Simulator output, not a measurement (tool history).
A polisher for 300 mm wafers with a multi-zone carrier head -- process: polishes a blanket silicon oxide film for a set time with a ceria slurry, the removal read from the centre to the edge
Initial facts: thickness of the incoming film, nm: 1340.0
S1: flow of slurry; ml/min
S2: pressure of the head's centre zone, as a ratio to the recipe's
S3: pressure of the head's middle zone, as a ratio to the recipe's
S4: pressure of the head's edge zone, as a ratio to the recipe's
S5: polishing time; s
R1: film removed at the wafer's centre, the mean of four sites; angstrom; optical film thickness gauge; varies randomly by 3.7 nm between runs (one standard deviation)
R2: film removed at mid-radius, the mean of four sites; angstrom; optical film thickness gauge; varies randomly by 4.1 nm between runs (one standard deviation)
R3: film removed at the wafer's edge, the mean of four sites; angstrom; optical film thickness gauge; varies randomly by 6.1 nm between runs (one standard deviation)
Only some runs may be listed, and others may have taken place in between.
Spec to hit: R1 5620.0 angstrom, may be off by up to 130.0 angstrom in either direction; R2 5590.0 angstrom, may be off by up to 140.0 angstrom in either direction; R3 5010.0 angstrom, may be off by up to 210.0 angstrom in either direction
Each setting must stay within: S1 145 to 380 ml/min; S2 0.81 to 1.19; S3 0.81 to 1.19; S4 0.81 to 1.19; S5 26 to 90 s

run	day	S1	S2	S3	S4	S5	R1	R2	R3
1	0.000	245	1.00	1.00	1.00	58	4325.2	4454.8	4391.1
2	0.354	245	1.05	1.00	1.00	58	4519.9	4424.6	4354.4
3	0.708	245	1.05	1.00	1.00	45	3526.7	3427.1	3320.8
4	1.004	245	1.02	1.00	1.00	45	3410.3	3431.7	3360.0
5	1.192	245	1.02	1.00	1.00	53	4026.0	4029.7	3987.6
6	1.521	255	1.04	1.02	1.02	54	4211.8	4192.4	4248.6
7	1.867	265	1.06	1.04	1.01	55	4356.5	4320.2	4259.3
8	2.150	270	1.07	1.06	1.00	56	4498.3	4499.7	4255.7

Pick the move, out of 5, that brings all results within their allowed miss; only one does.
A	2.433	235	1.10	1.08	0.95	69	?	?	?
B	2.433	295	1.13	1.07	0.99	70	?	?	?
C	2.433	275	1.09	1.04	1.05	62	?	?	?
D	2.433	265	1.13	1.00	1.14	71	?	?	?
E	2.433	275	1.18	1.01	1.00	61	?	?	?

move	R1	R2	R3
A	5576.1	5534.7	5053.4
B	5976.5	5713.5	5330.0
C	5063.4	4908.8	4833.5
D	5984.5	5420.7	5755.1
E	5394.8	4713.7	4645.3
A: every result within its allowed miss
B: moves the result that the last run missed by most past its target, out the other side
C: better than the last run, though not everything is in spec
D: moves the result that the last run missed by most past its target, out the other side
E: better than the last run, though not everything is in spec
A meets every target.
